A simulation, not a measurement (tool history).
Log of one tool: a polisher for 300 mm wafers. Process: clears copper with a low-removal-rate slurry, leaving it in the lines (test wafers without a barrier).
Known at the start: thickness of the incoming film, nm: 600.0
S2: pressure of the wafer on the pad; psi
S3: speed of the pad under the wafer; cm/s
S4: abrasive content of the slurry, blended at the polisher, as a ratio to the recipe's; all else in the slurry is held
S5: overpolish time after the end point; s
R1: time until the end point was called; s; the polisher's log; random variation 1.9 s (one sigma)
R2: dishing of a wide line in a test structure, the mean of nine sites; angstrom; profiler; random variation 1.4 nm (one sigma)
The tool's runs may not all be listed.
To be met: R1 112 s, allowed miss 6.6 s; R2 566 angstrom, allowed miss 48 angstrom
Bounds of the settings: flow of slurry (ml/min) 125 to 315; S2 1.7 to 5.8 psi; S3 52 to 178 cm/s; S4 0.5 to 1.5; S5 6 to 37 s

{"run": 1, "hour": 0.0, "flow of slurry (ml/min)": 205, "S2": 3.7, "S3": 114, "S4": 1, "S5": 19, "R1": 148.56, "R2": 527.45}
{"run": 2, "hour": 4.8, "flow of slurry (ml/min)": 205, "S2": 3.8, "S3": 114, "S4": 1, "S5": 19, "R1": 154.98, "R2": 560.13}
{"run": 3, "hour": 6.6, "flow of slurry (ml/min)": 205, "S2": 3.1, "S3": 114, "S4": 1, "S5": 19, "R1": 181.82, "R2": 449.15}
{"run": 4, "hour": 12.7, "flow of slurry (ml/min)": 205, "S2": 3.3, "S3": 114, "S4": 1, "S5": 18, "R1": 169.81, "R2": 467}
{"run": 5, "hour": 14.0, "flow of slurry (ml/min)": 205, "S2": 3.4, "S3": 114, "S4": 1, "S5": 17, "R1": 165.18, "R2": 462.32}
{"run": 6, "hour": 15.1, "flow of slurry (ml/min)": 205, "S2": 3.5, "S3": 114, "S4": 1, "S5": 16, "R1": 163.98, "R2": 433.56}
{"run": 7, "hour": 17.6, "flow of slurry (ml/min)": 205, "S2": 3.6, "S3": 114, "S4": 1, "S5": 16, "R1": 159.54, "R2": 454.16}
{"run": 8, "hour": 25.5, "flow of slurry (ml/min)": 205, "S2": 3.7, "S3": 114, "S4": 1, "S5": 16, "R1": 151.89, "R2": 472.72}
{"run": 9, "hour": 33.7, "flow of slurry (ml/min)": 205, "S2": 3.8, "S3": 114, "S4": 1, "S5": 16, "R1": 152.67, "R2": 481.6}
{"run": 10, "hour": 35.7, "flow of slurry (ml/min)": 205, "S2": 3.9, "S3": 114, "S4": 1, "S5": 16, "R1": 146.41, "R2": 476.5}
{"run": 11, "hour": 41.7, "flow of slurry (ml/min)": 205, "S2": 4, "S3": 114, "S4": 1, "S5": 16, "R1": 139.97, "R2": 499.53}
{"run": 12, "hour": 47.2, "flow of slurry (ml/min)": 205, "S2": 4.1, "S3": 114, "S4": 1, "S5": 16, "R1": 139.71, "R2": 505.71}
{"run": 13, "hour": 51.1, "flow of slurry (ml/min)": 205, "S2": 4.2, "S3": 114, "S4": 1, "S5": 16, "R1": 133.72, "R2": 546.55}
{"run": 14, "hour": 56.4, "flow of slurry (ml/min)": 205, "S2": 4.3, "S3": 114, "S4": 1, "S5": 16, "R1": 131.06, "R2": 523.85}
{"run": 15, "hour": 64.5, "flow of slurry (ml/min)": 205, "S2": 4.4, "S3": 114, "S4": 1, "S5": 16, "R1": 134.2, "R2": 535.62}
{"run": 16, "hour": 70.2, "flow of slurry (ml/min)": 205, "S2": 4.5, "S3": 114, "S4": 1, "S5": 16, "R1": 124.42, "R2": 541.1}
{"run": 17, "hour": 76.2, "flow of slurry (ml/min)": 205, "S2": 4.7, "S3": 114, "S4": 1, "S5": 16, "R1": 120.89, "R2": 581.93}

4 next moves are on the table. One of them brings every result within its allowed miss. Which?
{"run": "A", "hour": 82.2, "flow of slurry (ml/min)": 260, "S2": 5, "S3": 118, "S4": 0.75, "S5": 15, "R1": "?", "R2": "?"}
{"run": "B", "hour": 82.2, "flow of slurry (ml/min)": 195, "S2": 4.8, "S3": 100, "S4": 1, "S5": 18, "R1": "?", "R2": "?"}
{"run": "C", "hour": 82.2, "flow of slurry (ml/min)": 205, "S2": 4.4, "S3": 126, "S4": 1.1, "S5": 19, "R1": "?", "R2": "?"}
{"run": "D", "hour": 82.2, "flow of slurry (ml/min)": 205, "S2": 4.3, "S3": 120, "S4": 1, "S5": 19, "R1": "?", "R2": "?"}

move=A R1=114.66 R2=579.32
move=B R1=138.57 R2=575
move=C R1=117.71 R2=671.51
move=D R1=128.35 R2=629.99
A: meets every target
B: further off than the last run
C: brings the result that was furthest off to its target, and leaves another outside
D: further off than the last run
The right move is A.
